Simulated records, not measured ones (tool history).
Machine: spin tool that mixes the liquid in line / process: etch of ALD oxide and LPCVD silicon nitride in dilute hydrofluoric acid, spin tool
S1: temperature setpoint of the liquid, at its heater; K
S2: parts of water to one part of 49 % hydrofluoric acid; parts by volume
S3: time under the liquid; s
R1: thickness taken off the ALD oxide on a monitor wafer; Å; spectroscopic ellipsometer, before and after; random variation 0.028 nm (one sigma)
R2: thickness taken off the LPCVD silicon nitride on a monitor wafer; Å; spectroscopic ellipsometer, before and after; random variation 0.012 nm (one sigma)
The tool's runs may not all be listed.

run,hour,S1,S2,S3,R1,R2
1,0,297.15,265,180,100.57,5.194
2,1.4,296.65,285,180,88.894,4.2095
3,3.2,299.15,285,180,97.055,5.2133
4,7.8,298.65,300,180,88.797,4.8367
5,9.9,301.65,300,180,99.115,5.7088
6,17,301.65,300,210,116.72,6.0875
7,23.7,300.65,320,210,103.65,6.2091
8,29.2,299.65,335,205,91.404,4.8083
9,34.6,299.15,350,205,86.366,4.481
10,36.5,298.65,365,200,77.747,3.9785

Estimate the outcome of run 11 from the log above:
11,41.2,294.65,470,195,?,?

Run 11 yielded R1 46.909 Å, R2 2.3121 Å.

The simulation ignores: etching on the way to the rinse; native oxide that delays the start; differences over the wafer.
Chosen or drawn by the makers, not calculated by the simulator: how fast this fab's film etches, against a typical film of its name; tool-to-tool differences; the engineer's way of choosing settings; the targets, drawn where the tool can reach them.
